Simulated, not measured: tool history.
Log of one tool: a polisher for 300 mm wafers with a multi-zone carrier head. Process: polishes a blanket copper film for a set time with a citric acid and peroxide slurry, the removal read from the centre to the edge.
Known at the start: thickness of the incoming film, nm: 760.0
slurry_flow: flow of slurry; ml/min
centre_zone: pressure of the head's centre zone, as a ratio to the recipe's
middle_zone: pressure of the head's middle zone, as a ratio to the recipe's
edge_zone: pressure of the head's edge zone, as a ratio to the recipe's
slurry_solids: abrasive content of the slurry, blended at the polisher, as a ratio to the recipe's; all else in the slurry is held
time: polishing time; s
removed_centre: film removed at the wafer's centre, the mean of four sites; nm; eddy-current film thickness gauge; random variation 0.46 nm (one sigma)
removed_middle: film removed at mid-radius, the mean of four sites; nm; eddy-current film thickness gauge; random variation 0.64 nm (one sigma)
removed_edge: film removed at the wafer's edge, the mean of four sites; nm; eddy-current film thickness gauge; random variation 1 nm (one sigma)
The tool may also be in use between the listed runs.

run,hour,slurry_flow,centre_zone,middle_zone,edge_zone,slurry_solids,time,removed_centre,removed_middle,removed_edge
1,0,190,1,1,1,1,69,104.72,105.67,105.89
2,4.7,145,1,1,1,1,69,99.292,100.61,99.849
3,5.3,145,1,1,1,0.85,69,95.133,95.833,100.04
4,10.6,140,1.02,1.04,0.94,0.75,63,84.743,89.059,82.414
5,17,140,1.02,1.04,0.94,0.75,78,106.84,109.44,107.33
6,18.6,140,1.02,1.04,0.94,0.75,63,85.884,88.384,85.114
7,22.3,140,1.02,1.04,0.9,0.65,61,80.292,80.976,74.575

Forecast run 8:
8,30.9,135,0.99,1.03,0.88,0.65,61,?,?,?

{"run 8": {"removed_centre": 76.094, "removed_middle": 80.777, "removed_edge": 74.205}}
